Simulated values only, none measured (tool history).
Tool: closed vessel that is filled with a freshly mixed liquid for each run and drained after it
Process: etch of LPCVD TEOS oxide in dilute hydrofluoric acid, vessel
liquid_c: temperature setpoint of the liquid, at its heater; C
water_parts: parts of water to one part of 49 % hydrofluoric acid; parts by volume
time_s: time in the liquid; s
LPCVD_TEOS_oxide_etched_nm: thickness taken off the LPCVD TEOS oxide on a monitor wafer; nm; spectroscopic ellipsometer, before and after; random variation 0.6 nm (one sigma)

run 1 hour=0 | liquid_c=25 water_parts=60 time_s=30 | LPCVD_TEOS_oxide_etched_nm=33.043
run 2 hour=3.4 | liquid_c=25 water_parts=45 time_s=30 | LPCVD_TEOS_oxide_etched_nm=44.968
run 3 hour=5.6 | liquid_c=25.5 water_parts=45 time_s=30 | LPCVD_TEOS_oxide_etched_nm=46.624
run 4 hour=10 | liquid_c=25.5 water_parts=60 time_s=30 | LPCVD_TEOS_oxide_etched_nm=33.617
run 5 hour=14.6 | liquid_c=25.5 water_parts=75 time_s=30 | LPCVD_TEOS_oxide_etched_nm=26.83
run 6 hour=21.8 | liquid_c=25.5 water_parts=75 time_s=30 | LPCVD_TEOS_oxide_etched_nm=26.576
run 7 hour=25.8 | liquid_c=26 water_parts=70 time_s=30 | LPCVD_TEOS_oxide_etched_nm=28.682
run 8 hour=27.5 | liquid_c=26.5 water_parts=65 time_s=30 | LPCVD_TEOS_oxide_etched_nm=32.45
run 9 hour=31.8 | liquid_c=27 water_parts=60 time_s=30 | LPCVD_TEOS_oxide_etched_nm=35.881
run 10 hour=40.4 | liquid_c=27.5 water_parts=55 time_s=30 | LPCVD_TEOS_oxide_etched_nm=40.995
run 11 hour=49.3 | liquid_c=27.5 water_parts=55 time_s=30 | LPCVD_TEOS_oxide_etched_nm=40.083
run 12 hour=54 | liquid_c=28 water_parts=55 time_s=30 | LPCVD_TEOS_oxide_etched_nm=41.241
run 13 hour=61.8 | liquid_c=28 water_parts=55 time_s=30 | LPCVD_TEOS_oxide_etched_nm=41.693
run 14 hour=70.2 | liquid_c=28.5 water_parts=55 time_s=30 | LPCVD_TEOS_oxide_etched_nm=42.304

Estimate the outcome of run 15 from the log above:
run 15 hour=76.6 | liquid_c=29 water_parts=55 time_s=30 | LPCVD_TEOS_oxide_etched_nm=?

{"run 15": {"LPCVD_TEOS_oxide_etched_nm": 42.892}}
